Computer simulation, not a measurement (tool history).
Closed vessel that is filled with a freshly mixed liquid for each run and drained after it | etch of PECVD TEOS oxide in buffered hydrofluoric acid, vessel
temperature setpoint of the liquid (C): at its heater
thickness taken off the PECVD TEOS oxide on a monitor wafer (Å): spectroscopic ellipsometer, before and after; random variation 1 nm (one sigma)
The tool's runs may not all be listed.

| run | day | temperature setpoint of the liquid (C) | parts of 40 % ammonium fluoride to one part of 49 % hydrofluoric acid (parts by volume) | time in the liquid (s) | thickness taken off the PECVD TEOS oxide on a monitor wafer (Å) |
|---|---|---|---|---|---|
| 1 | 0.000 | 25.0 | 11.0 | 95 | 2019.6 |
| 2 | 0.246 | 27.0 | 11.0 | 95 | 2256.0 |
| 3 | 0.604 | 29.5 | 11.0 | 95 | 2569.1 |
| 4 | 0.721 | 29.5 | 11.0 | 100 | 2720.8 |
| 5 | 0.825 | 29.5 | 8.0 | 100 | 3606.8 |
| 6 | 0.917 | 29.5 | 9.5 | 100 | 3053.8 |
| 7 | 1.142 | 25.5 | 10.0 | 100 | 2376.6 |

The next listed run, before its measurement:
| 8 | 1.350 | 23.5 | 10.0 | 100 | ? |

thickness taken off the PECVD TEOS oxide on a monitor wafer (Å): 2124.2

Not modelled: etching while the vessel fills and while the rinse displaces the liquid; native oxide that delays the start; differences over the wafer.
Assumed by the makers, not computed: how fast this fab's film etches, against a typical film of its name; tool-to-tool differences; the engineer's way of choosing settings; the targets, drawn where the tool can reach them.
